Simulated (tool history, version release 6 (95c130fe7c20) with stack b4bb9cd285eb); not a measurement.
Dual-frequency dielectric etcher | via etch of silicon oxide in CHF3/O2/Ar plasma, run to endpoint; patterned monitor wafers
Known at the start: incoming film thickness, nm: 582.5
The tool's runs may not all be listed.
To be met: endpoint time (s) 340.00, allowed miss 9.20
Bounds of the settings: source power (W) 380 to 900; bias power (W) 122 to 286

Run 1, hour 0.0: source power (W) 640, bias power (W) 204. Result: endpoint time (s) 284.64.
Run 2, hour 7.2: source power (W) 730, bias power (W) 204. Result: endpoint time (s) 265.79.
Run 3, hour 13.7: source power (W) 650, bias power (W) 197. Result: endpoint time (s) 287.55.
Run 4, hour 15.9: source power (W) 600, bias power (W) 193. Result: endpoint time (s) 303.20.
Run 5, hour 18.5: source power (W) 570, bias power (W) 191. Result: endpoint time (s) 308.39.
Run 6, hour 21.3: source power (W) 570, bias power (W) 218. Result: endpoint time (s) 292.66.
Run 7, hour 30.0: source power (W) 530, bias power (W) 214. Result: endpoint time (s) 309.15.
Run 8, hour 30.6: source power (W) 500, bias power (W) 212. Result: endpoint time (s) 315.77.
Run 9, hour 37.8: source power (W) 480, bias power (W) 210. Result: endpoint time (s) 328.51.

Which of these 4 next moves meets every target?
Run A, hour 45.0: source power (W) 530, bias power (W) 202. Result: endpoint time (s) ?.
Run B, hour 45.0: source power (W) 560, bias power (W) 170. Result: endpoint time (s) ?.
Run C, hour 45.0: source power (W) 480, bias power (W) 188. Result: endpoint time (s) ?.
Run D, hour 45.0: source power (W) 560, bias power (W) 190. Result: endpoint time (s) ?.

move  endpoint time (s)
   A             317.80
   B             323.36
   C             341.39
   D             314.12
A: further off than the last run
B: further off than the last run
C: meets every target
D: further off than the last run
Move C is the one to make.
